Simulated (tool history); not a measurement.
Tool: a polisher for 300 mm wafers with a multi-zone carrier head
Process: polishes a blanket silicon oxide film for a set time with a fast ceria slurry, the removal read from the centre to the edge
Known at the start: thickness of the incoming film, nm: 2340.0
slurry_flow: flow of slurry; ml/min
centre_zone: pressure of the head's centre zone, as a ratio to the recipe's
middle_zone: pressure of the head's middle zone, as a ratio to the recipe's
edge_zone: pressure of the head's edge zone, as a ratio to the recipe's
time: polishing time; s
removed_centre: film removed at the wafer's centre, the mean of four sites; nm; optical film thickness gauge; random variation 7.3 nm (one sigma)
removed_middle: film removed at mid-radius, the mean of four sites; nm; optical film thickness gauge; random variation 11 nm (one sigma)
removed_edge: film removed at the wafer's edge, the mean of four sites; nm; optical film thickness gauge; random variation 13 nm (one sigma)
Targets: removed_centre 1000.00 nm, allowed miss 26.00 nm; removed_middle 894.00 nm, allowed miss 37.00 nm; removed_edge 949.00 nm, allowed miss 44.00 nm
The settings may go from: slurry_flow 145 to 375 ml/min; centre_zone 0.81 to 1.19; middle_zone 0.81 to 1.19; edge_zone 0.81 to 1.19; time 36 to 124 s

Run 1, hour 0.0: slurry_flow 240 ml/min, centre_zone 1.00, middle_zone 1.00, edge_zone 1.00, time 79 s. Result: removed_centre 737.17 nm, removed_middle 734.97 nm, removed_edge 757.42 nm.
Run 2, hour 2.2: slurry_flow 240 ml/min, centre_zone 1.05, middle_zone 1.00, edge_zone 1.00, time 79 s. Result: removed_centre 767.42 nm, removed_middle 751.25 nm, removed_edge 734.56 nm.
Run 3, hour 9.9: slurry_flow 240 ml/min, centre_zone 1.05, middle_zone 1.00, edge_zone 1.08, time 79 s. Result: removed_centre 768.90 nm, removed_middle 743.68 nm, removed_edge 775.69 nm.
Run 4, hour 16.0: slurry_flow 250 ml/min, centre_zone 1.07, middle_zone 1.00, edge_zone 1.11, time 82 s. Result: removed_centre 818.61 nm, removed_middle 785.62 nm, removed_edge 811.02 nm.
Run 5, hour 22.3: slurry_flow 255 ml/min, centre_zone 1.09, middle_zone 0.99, edge_zone 1.13, time 85 s. Result: removed_centre 872.12 nm, removed_middle 797.44 nm, removed_edge 863.75 nm.
Run 6, hour 23.3: slurry_flow 265 ml/min, centre_zone 1.11, middle_zone 1.00, edge_zone 1.15, time 86 s. Result: removed_centre 886.74 nm, removed_middle 810.80 nm, removed_edge 868.96 nm.
Run 7, hour 25.5: slurry_flow 265 ml/min, centre_zone 1.12, middle_zone 1.00, edge_zone 1.15, time 88 s. Result: removed_centre 917.85 nm, removed_middle 857.43 nm, removed_edge 870.51 nm.
Run 8, hour 26.8: slurry_flow 265 ml/min, centre_zone 1.12, middle_zone 0.99, edge_zone 1.16, time 89 s. Result: removed_centre 931.35 nm, removed_middle 851.06 nm, removed_edge 896.90 nm.

4 next moves are on the table. One of them brings every result within its allowed miss. Which?
Run A, hour 28.1: slurry_flow 260 ml/min, centre_zone 1.18, middle_zone 1.09, edge_zone 1.12, time 88 s. Result: removed_centre ?, removed_middle ?, removed_edge ?.
Run B, hour 28.1: slurry_flow 325 ml/min, centre_zone 1.10, middle_zone 1.02, edge_zone 1.13, time 80 s. Result: removed_centre ?, removed_middle ?, removed_edge ?.
Run C, hour 28.1: slurry_flow 265 ml/min, centre_zone 1.13, middle_zone 0.99, edge_zone 1.17, time 93 s. Result: removed_centre ?, removed_middle ?, removed_edge ?.
Run D, hour 28.1: slurry_flow 315 ml/min, centre_zone 1.19, middle_zone 1.00, edge_zone 1.14, time 91 s. Result: removed_centre ?, removed_middle ?, removed_edge ?.

move  removed_centre  removed_middle  removed_edge
   A          979.92          909.76        874.63
   B          851.92          800.88        814.28
   C          993.25          888.21        948.29
   D         1045.30          892.75        928.54
A: brings the result that was furthest off to its target, and leaves another outside
B: further off than the last run
C: meets every target
D: takes the result that was furthest off past its target
Answer: C
